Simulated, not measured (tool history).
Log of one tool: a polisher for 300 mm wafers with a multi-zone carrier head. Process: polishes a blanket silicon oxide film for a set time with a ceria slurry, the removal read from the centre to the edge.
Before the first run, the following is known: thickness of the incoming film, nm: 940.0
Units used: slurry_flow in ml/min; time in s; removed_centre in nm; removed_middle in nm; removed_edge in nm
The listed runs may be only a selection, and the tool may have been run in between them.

run  hour  slurry_flow  centre_zone  middle_zone  edge_zone  time  removed_centre  removed_middle  removed_edge
  1     0          165            1            1          1    32          182.34          180.36         172.5
  2   5.4          155         0.97         0.97       0.97    29          155.89          156.63        154.36
  3  10.6          155         0.97         0.97       0.97    36          195.44          195.68         188.6
  4    19          155         0.97         0.97       1.02    36          197.24          195.28        191.08
  5  20.1          155         0.97         1.03       1.02    36          195.89           203.2        190.83
  6  24.3          145         0.94         0.99       0.98    32           166.1          173.28        162.68
  7  31.3          135         0.92         0.96       0.96    29          144.16          152.11        146.37
  8    33          135         0.92         0.96       0.96    29          144.55          150.67        145.31
  9  36.9          130          0.9         0.93       0.95    26          125.91          132.55         131.2
 10  38.4          130          0.9         0.93       0.95    26          126.62          130.55        129.36
 11  43.2          125         0.88         0.92       0.96    24          112.07          119.22        120.86
     51.2  -- centre zone pressure recalibrated
 12  51.2          120         0.88         0.91       0.96    22          96.001          107.24        108.75
 13  55.1          120         0.93         0.91       0.99    21           97.54           102.4        106.38
 14  57.2          115         0.95         0.91       1.02    20           92.32          96.221         102.2
 15  65.3          115         0.96         0.91       1.04    19          88.876          90.331        99.052
 16  73.5          115         0.96         0.91       1.04    18          84.096          86.588        92.705

Estimate the outcome of run 17 from the log above:
 17  74.9          115         0.96         0.91       1.05    18               ?               ?             ?

removed_centre: 84.328 nm
removed_middle: 86.381 nm
removed_edge: 91.102 nm

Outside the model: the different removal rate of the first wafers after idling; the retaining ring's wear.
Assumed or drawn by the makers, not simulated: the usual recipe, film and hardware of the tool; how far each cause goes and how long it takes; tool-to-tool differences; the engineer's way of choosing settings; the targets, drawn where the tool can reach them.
